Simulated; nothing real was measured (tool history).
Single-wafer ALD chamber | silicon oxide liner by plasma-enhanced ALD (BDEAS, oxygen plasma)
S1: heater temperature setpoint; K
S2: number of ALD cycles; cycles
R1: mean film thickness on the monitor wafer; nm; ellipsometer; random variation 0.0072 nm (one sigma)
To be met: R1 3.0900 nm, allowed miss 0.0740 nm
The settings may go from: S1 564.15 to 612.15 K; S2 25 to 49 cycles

run 1 hour=0.0 | S1=588.15 S2=37 | R1=3.4357
run 2 hour=5.5 | S1=588.15 S2=36 | R1=3.3564
run 3 hour=13.9 | S1=588.15 S2=34 | R1=3.1646
run 4 hour=22.8 | S1=588.15 S2=29 | R1=2.7038
run 5 hour=30.6 | S1=588.15 S2=30 | R1=2.7846
run 6 hour=32.9 | S1=588.15 S2=31 | R1=2.8852
run 7 hour=33.7 | S1=588.15 S2=31 | R1=2.8908
run 8 hour=37.9 | S1=588.15 S2=32 | R1=2.9766
run 9 hour=42.5 | S1=588.15 S2=34 | R1=3.1712

5 next moves are on the table. One of them brings every result within its allowed miss. Which?
run A hour=47.1 | S1=585.15 S2=35 | R1=?
run B hour=47.1 | S1=587.15 S2=35 | R1=?
run C hour=47.1 | S1=587.15 S2=33 | R1=?
run D hour=47.1 | S1=590.15 S2=35 | R1=?
run E hour=47.1 | S1=598.15 S2=36 | R1=?

move=A R1=3.2736
move=B R1=3.2642
move=C R1=3.0777
move=D R1=3.2502
move=E R1=3.3044
A: further off than the last run
B: further off than the last run
C: meets every target
D: further off than the last run
E: further off than the last run
Answer: C

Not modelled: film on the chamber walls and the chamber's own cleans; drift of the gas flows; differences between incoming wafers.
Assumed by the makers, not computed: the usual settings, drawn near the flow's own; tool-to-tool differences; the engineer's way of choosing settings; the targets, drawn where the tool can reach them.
